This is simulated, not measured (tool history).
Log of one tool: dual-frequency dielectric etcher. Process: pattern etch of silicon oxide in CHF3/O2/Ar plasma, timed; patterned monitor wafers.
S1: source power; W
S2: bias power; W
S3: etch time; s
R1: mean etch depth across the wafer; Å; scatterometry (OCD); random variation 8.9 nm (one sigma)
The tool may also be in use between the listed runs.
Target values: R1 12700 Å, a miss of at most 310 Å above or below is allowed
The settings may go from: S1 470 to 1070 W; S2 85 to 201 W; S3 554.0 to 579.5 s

Run 1, day 0.000: S1 770 W, S2 143 W, S3 554.0 s. Result: R1 11113 Å.
Run 2, day 0.367: S1 830 W, S2 143 W, S3 554.0 s. Result: R1 11350 Å.
Run 3, day 0.512: S1 830 W, S2 124 W, S3 554.0 s. Result: R1 10918 Å.
Run 4, day 0.700: S1 940 W, S2 124 W, S3 554.0 s. Result: R1 11186 Å.
Run 5, day 0.796: S1 940 W, S2 124 W, S3 554.0 s. Result: R1 11131 Å.
Run 6, day 0.846: S1 940 W, S2 124 W, S3 579.5 s. Result: R1 11831 Å.
Run 7, day 1.121: S1 950 W, S2 127 W, S3 579.5 s. Result: R1 11912 Å.
Run 8, day 1.338: S1 960 W, S2 129 W, S3 579.5 s. Result: R1 11909 Å.
Run 9, day 1.388: S1 970 W, S2 132 W, S3 579.5 s. Result: R1 12048 Å.
Run 10, day 1.521: S1 980 W, S2 134 W, S3 579.5 s. Result: R1 12136 Å.
Run 11, day 1.633: S1 990 W, S2 136 W, S3 579.5 s. Result: R1 12345 Å.
Run 12, day 2.004: S1 1000 W, S2 137 W, S3 579.5 s. Result: R1 12342 Å.
Run 13, day 2.329: S1 1000 W, S2 138 W, S3 579.5 s. Result: R1 12435 Å.

Which single option among these 4 for the next run brings every result within its allowed miss of target? Just one does.
Run A, day 2.654: S1 1070 W, S2 152 W, S3 562.0 s. Result: R1 ?.
Run B, day 2.654: S1 950 W, S2 129 W, S3 579.5 s. Result: R1 ?.
Run C, day 2.654: S1 940 W, S2 129 W, S3 579.5 s. Result: R1 ?.
Run D, day 2.654: S1 850 W, S2 152 W, S3 565.0 s. Result: R1 ?.

move     R1
   A  12613
   B  11859
   C  11824
   D  11896
A: all results in spec
B: its largest miss is bigger than the last run's
C: its largest miss is bigger than the last run's
D: its largest miss is bigger than the last run's
A is the move that brings every result within its allowed miss.
